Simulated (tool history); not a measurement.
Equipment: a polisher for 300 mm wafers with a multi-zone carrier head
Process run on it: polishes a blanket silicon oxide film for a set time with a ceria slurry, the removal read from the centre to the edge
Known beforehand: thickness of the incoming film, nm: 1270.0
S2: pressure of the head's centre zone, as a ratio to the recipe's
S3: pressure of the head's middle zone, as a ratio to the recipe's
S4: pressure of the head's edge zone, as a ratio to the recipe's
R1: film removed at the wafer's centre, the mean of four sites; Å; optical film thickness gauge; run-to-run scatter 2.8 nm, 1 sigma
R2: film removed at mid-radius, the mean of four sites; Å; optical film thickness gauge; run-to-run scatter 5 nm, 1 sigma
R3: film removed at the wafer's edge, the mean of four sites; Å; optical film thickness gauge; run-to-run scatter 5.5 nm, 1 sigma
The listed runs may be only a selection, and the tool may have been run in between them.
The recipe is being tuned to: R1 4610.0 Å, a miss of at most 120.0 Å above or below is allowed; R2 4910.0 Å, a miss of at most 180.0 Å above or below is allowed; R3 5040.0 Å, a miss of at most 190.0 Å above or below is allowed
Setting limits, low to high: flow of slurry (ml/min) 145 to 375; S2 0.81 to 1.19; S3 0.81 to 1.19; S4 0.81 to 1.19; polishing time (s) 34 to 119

{"run": 1, "hour": 0.0, "flow of slurry (ml/min)": 240, "S2": 1.0, "S3": 1.0, "S4": 1.0, "polishing time (s)": 76, "R1": 4127.1, "R2": 4072.3, "R3": 4157.7}
{"run": 2, "hour": 3.0, "flow of slurry (ml/min)": 250, "S2": 1.0, "S3": 1.02, "S4": 1.04, "polishing time (s)": 77, "R1": 4162.8, "R2": 4164.1, "R3": 4352.8}
{"run": 3, "hour": 11.3, "flow of slurry (ml/min)": 260, "S2": 1.01, "S3": 1.05, "S4": 1.06, "polishing time (s)": 78, "R1": 4309.4, "R2": 4424.9, "R3": 4438.6}
{"run": 4, "hour": 16.4, "flow of slurry (ml/min)": 260, "S2": 1.07, "S3": 1.05, "S4": 1.06, "polishing time (s)": 78, "R1": 4475.3, "R2": 4416.4, "R3": 4468.0}
{"run": 5, "hour": 18.1, "flow of slurry (ml/min)": 235, "S2": 1.07, "S3": 1.05, "S4": 1.06, "polishing time (s)": 78, "R1": 4453.2, "R2": 4387.5, "R3": 4407.8}
{"run": 6, "hour": 24.3, "flow of slurry (ml/min)": 245, "S2": 1.06, "S3": 1.06, "S4": 1.09, "polishing time (s)": 79, "R1": 4499.5, "R2": 4431.0, "R3": 4508.8}
{"run": 7, "hour": 26.9, "flow of slurry (ml/min)": 260, "S2": 1.05, "S3": 1.07, "S4": 1.11, "polishing time (s)": 80, "R1": 4535.4, "R2": 4599.2, "R3": 4719.1}
{"run": 8, "hour": 31.6, "flow of slurry (ml/min)": 270, "S2": 1.05, "S3": 1.08, "S4": 1.12, "polishing time (s)": 80, "R1": 4642.0, "R2": 4636.4, "R3": 4641.1}
{"run": 9, "hour": 39.1, "flow of slurry (ml/min)": 260, "S2": 1.03, "S3": 1.08, "S4": 1.13, "polishing time (s)": 81, "R1": 4599.3, "R2": 4643.1, "R3": 4790.6}
{"run": 10, "hour": 40.2, "flow of slurry (ml/min)": 260, "S2": 1.02, "S3": 1.09, "S4": 1.14, "polishing time (s)": 81, "R1": 4468.8, "R2": 4658.2, "R3": 4809.2}
{"run": 11, "hour": 41.6, "flow of slurry (ml/min)": 265, "S2": 1.02, "S3": 1.1, "S4": 1.15, "polishing time (s)": 81, "R1": 4446.5, "R2": 4752.4, "R3": 4812.1}
{"run": 12, "hour": 43.3, "flow of slurry (ml/min)": 265, "S2": 1.02, "S3": 1.1, "S4": 1.15, "polishing time (s)": 81, "R1": 4475.3, "R2": 4790.2, "R3": 4844.2}

5 next moves are on the table. One of them brings every result within its allowed miss. Which?
{"run": "A", "hour": 45.0, "flow of slurry (ml/min)": 250, "S2": 0.93, "S3": 1.1, "S4": 1.14, "polishing time (s)": 85, "R1": "?", "R2": "?", "R3": "?"}
{"run": "B", "hour": 45.0, "flow of slurry (ml/min)": 275, "S2": 1.01, "S3": 1.11, "S4": 1.17, "polishing time (s)": 80, "R1": "?", "R2": "?", "R3": "?"}
{"run": "C", "hour": 45.0, "flow of slurry (ml/min)": 305, "S2": 1.02, "S3": 1.1, "S4": 1.19, "polishing time (s)": 82, "R1": "?", "R2": "?", "R3": "?"}
{"run": "D", "hour": 45.0, "flow of slurry (ml/min)": 285, "S2": 1.08, "S3": 1.06, "S4": 1.16, "polishing time (s)": 78, "R1": "?", "R2": "?", "R3": "?"}
{"run": "E", "hour": 45.0, "flow of slurry (ml/min)": 250, "S2": 1.0, "S3": 0.98, "S4": 1.19, "polishing time (s)": 82, "R1": "?", "R2": "?", "R3": "?"}

move=A R1=4302.7 R2=5005.0 R3=5005.2
move=B R1=4419.4 R2=4795.7 R3=4812.1
move=C R1=4623.9 R2=4928.2 R3=5016.4
move=D R1=4600.6 R2=4510.4 R3=4687.2
move=E R1=4432.2 R2=4375.5 R3=4945.4
A: the biggest miss grows against the last run
B: the biggest miss grows against the last run
C: every result lands within tolerance
D: meets the target for the result that was furthest off, but another lies outside its allowed miss
E: the biggest miss grows against the last run
Go with C: it meets all targets.

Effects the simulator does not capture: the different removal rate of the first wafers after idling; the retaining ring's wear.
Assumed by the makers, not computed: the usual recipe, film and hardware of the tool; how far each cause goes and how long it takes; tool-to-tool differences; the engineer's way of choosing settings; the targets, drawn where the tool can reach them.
